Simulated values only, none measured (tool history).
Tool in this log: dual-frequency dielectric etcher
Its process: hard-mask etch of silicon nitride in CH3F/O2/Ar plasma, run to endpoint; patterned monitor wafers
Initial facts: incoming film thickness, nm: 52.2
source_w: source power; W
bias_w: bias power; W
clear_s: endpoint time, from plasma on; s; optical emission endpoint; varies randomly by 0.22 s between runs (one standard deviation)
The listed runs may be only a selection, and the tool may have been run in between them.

run  hour  source_w  bias_w  clear_s
  1   0.0       530      78   70.228
  2   7.7       530      65   73.622
  3  10.6       590      65   69.187
  4  14.9       610      65   67.505
  5  20.1       610      71   66.236
  6  23.2       610      79   64.298
  7  25.5       620      79   63.931

Estimate the outcome of run 8 from the log above:
  8  28.9       630      79        ?

Run 8 produced clear_s 63.545 s.

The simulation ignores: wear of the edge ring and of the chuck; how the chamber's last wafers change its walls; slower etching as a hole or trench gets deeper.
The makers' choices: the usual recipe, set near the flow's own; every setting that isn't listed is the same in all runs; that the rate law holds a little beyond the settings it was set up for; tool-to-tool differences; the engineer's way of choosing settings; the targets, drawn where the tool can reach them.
